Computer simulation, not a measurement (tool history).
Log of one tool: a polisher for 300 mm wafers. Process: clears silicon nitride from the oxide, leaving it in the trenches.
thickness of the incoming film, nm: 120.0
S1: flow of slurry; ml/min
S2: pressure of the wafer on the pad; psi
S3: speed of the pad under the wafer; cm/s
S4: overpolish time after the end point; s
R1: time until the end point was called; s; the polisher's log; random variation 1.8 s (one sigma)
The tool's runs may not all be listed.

run 1 day=0.000 | S1=125 S2=3.0 S3=112 S4=8 | R1=127.90
run 2 day=0.117 | S1=125 S2=2.9 S3=112 S4=8 | R1=132.95
run 3 day=0.271 | S1=125 S2=2.8 S3=112 S4=8 | R1=134.16
run 4 day=0.475 | S1=140 S2=2.8 S3=112 S4=8 | R1=132.74
run 5 day=0.529 | S1=120 S2=2.8 S3=112 S4=8 | R1=137.82
run 6 day=0.725 | S1=120 S2=2.8 S3=112 S4=6 | R1=133.49
run 7 day=1.058 | S1=120 S2=2.7 S3=112 S4=6 | R1=140.06

Run 8 comes next. What will it give?
run 8 day=1.296 | S1=105 S2=2.3 S3=112 S4=6 | R1=?

R1: 170.56 s
